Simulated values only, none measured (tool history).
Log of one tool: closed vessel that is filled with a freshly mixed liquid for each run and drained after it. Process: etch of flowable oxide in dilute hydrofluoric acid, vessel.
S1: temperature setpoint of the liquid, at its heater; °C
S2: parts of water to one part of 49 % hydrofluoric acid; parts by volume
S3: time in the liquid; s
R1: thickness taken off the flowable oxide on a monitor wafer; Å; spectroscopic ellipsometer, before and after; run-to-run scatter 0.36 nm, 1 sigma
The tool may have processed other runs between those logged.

Run 1, hour 0: S1 22 °C, S2 150 parts by volume, S3 260 s. Result: R1 520.12 Å.
Run 2, hour 6.4: S1 24.5 °C, S2 130 parts by volume, S3 260 s. Result: R1 673.61 Å.
Run 3, hour 14.6: S1 24.5 °C, S2 130 parts by volume, S3 260 s. Result: R1 672.65 Å.
Run 4, hour 21.6: S1 26.5 °C, S2 130 parts by volume, S3 260 s. Result: R1 727.74 Å.
Run 5, hour 26.8: S1 27.5 °C, S2 115 parts by volume, S3 260 s. Result: R1 870.18 Å.
Run 6, hour 30.2: S1 27.5 °C, S2 150 parts by volume, S3 260 s. Result: R1 636.24 Å.
Run 7, hour 33.8: S1 28 °C, S2 130 parts by volume, S3 260 s. Result: R1 773.14 Å.
Run 8, hour 36.5: S1 28.5 °C, S2 120 parts by volume, S3 260 s. Result: R1 863.08 Å.

For run 9, what comes out?
Run 9, hour 37.5: S1 29 °C, S2 110 parts by volume, S3 260 s. Result: R1 ?.

Run 9 came out at R1 970.2 Å.
